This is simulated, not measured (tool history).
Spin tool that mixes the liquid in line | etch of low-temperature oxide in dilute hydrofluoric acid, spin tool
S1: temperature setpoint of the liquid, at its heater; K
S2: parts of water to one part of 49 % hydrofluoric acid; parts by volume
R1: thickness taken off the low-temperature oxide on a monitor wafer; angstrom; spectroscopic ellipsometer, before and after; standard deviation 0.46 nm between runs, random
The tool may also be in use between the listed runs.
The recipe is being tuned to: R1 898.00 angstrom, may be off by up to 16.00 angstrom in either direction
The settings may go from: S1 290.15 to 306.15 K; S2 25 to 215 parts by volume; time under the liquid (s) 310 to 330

{"run": 1, "hour": 0.0, "S1": 298.15, "S2": 120, "time under the liquid (s)": 310, "R1": 602.54}
{"run": 2, "hour": 4.5, "S1": 300.65, "S2": 120, "time under the liquid (s)": 310, "R1": 667.95}
{"run": 3, "hour": 5.5, "S1": 300.65, "S2": 120, "time under the liquid (s)": 330, "R1": 713.06}
{"run": 4, "hour": 12.3, "S1": 300.65, "S2": 120, "time under the liquid (s)": 330, "R1": 700.85}
{"run": 5, "hour": 17.7, "S1": 300.65, "S2": 120, "time under the liquid (s)": 310, "R1": 660.77}
{"run": 6, "hour": 19.2, "S1": 300.65, "S2": 85, "time under the liquid (s)": 310, "R1": 991.12}
{"run": 7, "hour": 25.7, "S1": 300.15, "S2": 85, "time under the liquid (s)": 310, "R1": 959.7}
{"run": 8, "hour": 33.5, "S1": 299.65, "S2": 85, "time under the liquid (s)": 310, "R1": 943.99}
{"run": 9, "hour": 41.0, "S1": 299.15, "S2": 85, "time under the liquid (s)": 310, "R1": 923.75}

Consider the 5 candidate settings below. Which is the only one whose results all fall within their allowed miss of target?
{"run": "A", "hour": 48.5, "S1": 301.15, "S2": 95, "time under the liquid (s)": 330, "R1": "?"}
{"run": "B", "hour": 48.5, "S1": 300.15, "S2": 90, "time under the liquid (s)": 330, "R1": "?"}
{"run": "C", "hour": 48.5, "S1": 296.15, "S2": 75, "time under the liquid (s)": 315, "R1": "?"}
{"run": "D", "hour": 48.5, "S1": 299.15, "S2": 90, "time under the liquid (s)": 320, "R1": "?"}
{"run": "E", "hour": 48.5, "S1": 301.15, "S2": 90, "time under the liquid (s)": 315, "R1": "?"}

move=A R1=950.92
move=B R1=972.28
move=C R1=968.45
move=D R1=906.72
move=E R1=964.69
A: further off than the last run
B: further off than the last run
C: further off than the last run
D: every result within its allowed miss
E: further off than the last run
The right move is D.

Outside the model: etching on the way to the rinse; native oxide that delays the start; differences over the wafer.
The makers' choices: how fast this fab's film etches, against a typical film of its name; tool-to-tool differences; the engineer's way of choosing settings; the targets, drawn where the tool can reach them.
